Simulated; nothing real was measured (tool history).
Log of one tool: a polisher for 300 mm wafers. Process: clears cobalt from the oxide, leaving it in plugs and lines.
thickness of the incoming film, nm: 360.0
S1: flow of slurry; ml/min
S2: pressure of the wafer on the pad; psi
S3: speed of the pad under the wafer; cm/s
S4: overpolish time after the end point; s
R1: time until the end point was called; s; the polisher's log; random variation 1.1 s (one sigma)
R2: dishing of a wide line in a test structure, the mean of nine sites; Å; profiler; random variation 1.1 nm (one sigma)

run,hour,S1,S2,S3,S4,R1,R2
1,0,215,1.8,120,26,56.682,751.46
2,7.7,215,1.8,96,26,67.088,700.08
3,13.2,215,1.7,96,30,72.127,728.32
4,18.1,215,1.7,96,35,72.214,781.46
5,22.2,215,1.6,96,37,76.122,767.82
6,30.5,215,1.5,96,39,77.652,777.14
7,35.8,215,1.4,96,41,83.632,782.87
8,38.5,215,1.4,96,41,84.937,782.81
9,44.9,215,1.4,96,42,84.186,777.65

Run 10 comes next. What will it give?
10,53.1,215,1.4,96,43,?,?

Run 10 gave R1 83.436 s, R2 814.99 Å.

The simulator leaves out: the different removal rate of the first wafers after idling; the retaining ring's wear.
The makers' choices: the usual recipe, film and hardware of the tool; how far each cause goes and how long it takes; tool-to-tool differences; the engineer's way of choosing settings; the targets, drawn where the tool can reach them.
